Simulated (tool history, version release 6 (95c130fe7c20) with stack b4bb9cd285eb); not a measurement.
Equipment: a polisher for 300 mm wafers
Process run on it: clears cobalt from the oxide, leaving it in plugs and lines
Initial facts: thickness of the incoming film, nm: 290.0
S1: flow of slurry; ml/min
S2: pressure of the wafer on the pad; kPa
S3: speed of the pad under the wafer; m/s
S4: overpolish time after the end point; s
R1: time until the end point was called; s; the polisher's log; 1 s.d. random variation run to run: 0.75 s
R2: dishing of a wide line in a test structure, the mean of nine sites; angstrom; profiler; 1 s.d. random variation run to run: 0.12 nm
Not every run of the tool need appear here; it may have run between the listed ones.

run  hour   S1    S2    S3  S4      R1      R2
  1     0  175  13.8  1.12   8  51.597  210.65
  2   2.2  175  13.8  1.12   5  51.232  162.58
  3     4  175  12.4  1.12   4   56.78  133.25
  4   8.1  170  11.7  1.12   4  60.686  126.25
  5  10.4  170  13.8  1.12   4  51.534  140.77
  6  13.2  170  13.8  1.12   2  51.074  85.092
  7    16  165  12.4  1.12   2  57.261   76.65
  8  21.1  165  11.7  1.12   2  60.093  73.605

What will run 9 give?
  9  24.1  145  7.6  1.08   6   ?   ?

{"run 9": {"R1": 95.728, "R2": 119.77}}
